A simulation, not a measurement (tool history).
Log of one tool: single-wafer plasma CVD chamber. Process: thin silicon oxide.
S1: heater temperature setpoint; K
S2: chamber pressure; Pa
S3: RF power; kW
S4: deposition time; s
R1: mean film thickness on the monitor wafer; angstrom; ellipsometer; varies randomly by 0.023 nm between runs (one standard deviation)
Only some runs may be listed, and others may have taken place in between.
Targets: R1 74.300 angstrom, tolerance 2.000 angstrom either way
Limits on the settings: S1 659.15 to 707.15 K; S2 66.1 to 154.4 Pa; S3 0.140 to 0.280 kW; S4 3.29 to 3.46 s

{"run": 1, "hour": 0.0, "S1": 683.15, "S2": 110.3, "S3": 0.21, "S4": 3.46, "R1": 54.577}
{"run": 2, "hour": 5.2, "S1": 683.15, "S2": 110.3, "S3": 0.225, "S4": 3.46, "R1": 57.201}
{"run": 3, "hour": 7.1, "S1": 683.15, "S2": 110.3, "S3": 0.235, "S4": 3.46, "R1": 58.676}
{"run": 4, "hour": 7.7, "S1": 683.15, "S2": 117.5, "S3": 0.235, "S4": 3.46, "R1": 62.161}
{"run": 5, "hour": 14.7, "S1": 683.15, "S2": 117.5, "S3": 0.225, "S4": 3.46, "R1": 60.453}
{"run": 6, "hour": 22.6, "S1": 683.15, "S2": 123.9, "S3": 0.225, "S4": 3.46, "R1": 63.847}
{"run": 7, "hour": 29.3, "S1": 683.15, "S2": 128.5, "S3": 0.225, "S4": 3.46, "R1": 65.785}
{"run": 8, "hour": 35.2, "S1": 683.15, "S2": 132.5, "S3": 0.225, "S4": 3.46, "R1": 67.01}
{"run": 9, "hour": 43.5, "S1": 683.15, "S2": 136.1, "S3": 0.225, "S4": 3.46, "R1": 68.821}
{"run": 10, "hour": 44.7, "S1": 683.15, "S2": 138.8, "S3": 0.225, "S4": 3.46, "R1": 69.274}

Exactly one of the 4 candidate moves below puts every result within its allowed miss. Which one?
{"run": "A", "hour": 45.9, "S1": 681.15, "S2": 145.5, "S3": 0.215, "S4": 3.46, "R1": "?"}
{"run": "B", "hour": 45.9, "S1": 682.15, "S2": 131.2, "S3": 0.235, "S4": 3.46, "R1": "?"}
{"run": "C", "hour": 45.9, "S1": 684.15, "S2": 145.3, "S3": 0.21, "S4": 3.46, "R1": "?"}
{"run": "D", "hour": 45.9, "S1": 671.15, "S2": 154.4, "S3": 0.23, "S4": 3.38, "R1": "?"}

move=A R1=69.700
move=B R1=68.807
move=C R1=68.364
move=D R1=74.843
A: nearer than the last run, and not there yet
B: its largest miss is bigger than the last run's
C: its largest miss is bigger than the last run's
D: all results land within tolerance of their targets
D meets every target.
